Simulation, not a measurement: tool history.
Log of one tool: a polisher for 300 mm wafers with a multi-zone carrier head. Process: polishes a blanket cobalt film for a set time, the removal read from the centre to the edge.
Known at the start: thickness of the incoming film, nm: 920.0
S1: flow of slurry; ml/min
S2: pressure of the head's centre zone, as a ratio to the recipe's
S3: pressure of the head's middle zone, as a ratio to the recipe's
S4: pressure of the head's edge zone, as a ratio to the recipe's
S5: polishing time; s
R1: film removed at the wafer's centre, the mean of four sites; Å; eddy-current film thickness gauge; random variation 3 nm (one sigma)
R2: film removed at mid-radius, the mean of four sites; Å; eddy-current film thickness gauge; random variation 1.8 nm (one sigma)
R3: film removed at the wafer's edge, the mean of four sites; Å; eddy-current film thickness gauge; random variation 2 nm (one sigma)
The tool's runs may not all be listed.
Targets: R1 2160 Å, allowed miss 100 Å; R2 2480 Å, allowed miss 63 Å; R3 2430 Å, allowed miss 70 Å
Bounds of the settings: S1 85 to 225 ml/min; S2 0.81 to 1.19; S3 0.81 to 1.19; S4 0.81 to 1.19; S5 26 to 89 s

run  hour   S1    S2    S3    S4  S5      R1      R2      R3
  1     0  145     1     1     1  57  3091.4  3047.5    3063
  2   8.3  110     1     1     1  57  2848.3  2818.9  2955.2
  3  14.2  110  0.97     1  0.97  56  2721.4  2798.1  2806.3
  4  16.7  110  0.93     1  0.97  56  2609.1  2804.8  2836.5
  5  18.8  110  0.93     1  0.97  50  2291.9  2512.1  2537.5
  6  19.4  110  0.93     1  0.96  50    2347  2534.1  2543.7
  7  27.1   90  0.88  1.02  0.93  49  2050.5  2376.3  2340.9
  8  33.5   95  0.88  1.02  0.93  49  2091.4  2399.6  2348.7

Which of these 4 next moves meets every target?
  A  39.9  130  0.84  1.04  0.88  46   ?   ?   ?
  B  39.9  105   0.9  1.02  0.84  48   ?   ?   ?
  C  39.9   85  0.92  1.05  0.94  51   ?   ?   ?
  D  39.9  135  0.84  0.98  1.04  46   ?   ?   ?

move      R1      R2      R3
   A  1988.5  2506.8    2263
   B  2100.1  2445.8  2244.8
   C  2128.3  2506.8  2381.6
   D  2005.6  2402.5  2421.1
A: brings the result that was furthest off to its target, and leaves another outside
B: brings the result that was furthest off to its target, and leaves another outside
C: meets every target
D: further off than the last run
Answer: C
